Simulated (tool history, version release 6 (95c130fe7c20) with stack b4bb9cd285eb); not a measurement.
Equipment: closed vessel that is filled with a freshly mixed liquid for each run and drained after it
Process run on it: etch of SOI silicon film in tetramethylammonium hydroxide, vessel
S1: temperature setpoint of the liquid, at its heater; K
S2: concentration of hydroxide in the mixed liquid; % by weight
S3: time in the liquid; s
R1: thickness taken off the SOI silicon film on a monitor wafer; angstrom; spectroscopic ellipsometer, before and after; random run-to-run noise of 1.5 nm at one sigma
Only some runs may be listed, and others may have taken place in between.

| run | day | S1 | S2 | S3 | R1 |
|---|---|---|---|---|---|
| 1 | 0.000 | 337.15 | 15 | 90 | 3877.4 |
| 2 | 0.258 | 337.15 | 15 | 90 | 3825.3 |
| 3 | 0.479 | 337.15 | 15 | 100 | 4267.8 |
| 4 | 0.667 | 335.65 | 15 | 100 | 3920.2 |
| 5 | 1.029 | 334.65 | 15 | 100 | 3642.0 |
| 6 | 1.229 | 334.65 | 15 | 100 | 3653.3 |
| 7 | 1.379 | 334.65 | 15 | 100 | 3666.7 |

For run 8, what comes out?
| 8 | 1.425 | 329.65 | 15 | 100 | ? |

R1: 2672.9 angstrom

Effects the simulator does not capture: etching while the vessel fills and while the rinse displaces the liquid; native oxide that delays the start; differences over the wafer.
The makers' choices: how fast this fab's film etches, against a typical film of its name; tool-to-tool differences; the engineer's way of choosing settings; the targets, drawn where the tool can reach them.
